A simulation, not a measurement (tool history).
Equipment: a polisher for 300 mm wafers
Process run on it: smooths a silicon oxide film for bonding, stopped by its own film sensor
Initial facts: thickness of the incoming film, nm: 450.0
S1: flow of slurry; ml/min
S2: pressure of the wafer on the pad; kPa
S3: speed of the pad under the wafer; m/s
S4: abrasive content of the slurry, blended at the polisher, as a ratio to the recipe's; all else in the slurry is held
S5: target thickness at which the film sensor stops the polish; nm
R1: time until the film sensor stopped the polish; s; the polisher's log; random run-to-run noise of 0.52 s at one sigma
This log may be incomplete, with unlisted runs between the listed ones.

run  hour   S1    S2    S3   S4   S5      R1
  1   0.0  310  17.2  0.92  1.0  395  85.119
  2   2.0  310  19.3  0.92  1.0  395  76.696
  3   8.0  280  19.3  0.92  1.0  395  78.207
  4   9.5  280  19.3  0.92  1.0  401  70.325
  5  11.5  280  19.3  0.92  1.0  395  76.649
  6  15.7  280  19.3  0.72  1.0  395  89.936
  7  24.4  280  21.4  0.78  1.0  395  76.491
  8  27.6  280  22.8  0.82  1.0  395  70.556
  9  34.9  280  23.4  0.88  1.0  395  65.607
 10  35.9  280  24.1  0.92  1.0  395  62.981
 11  43.5  280  24.8  0.96  1.0  395  59.298
 12  47.5  280  25.5  1.00  1.0  395  56.193

Run 13, settings as shown, results not yet in. Your forecast:
 13  49.2  280  25.5  1.02  1.0  395   ?

{"run 13": {"R1": 56.211}}
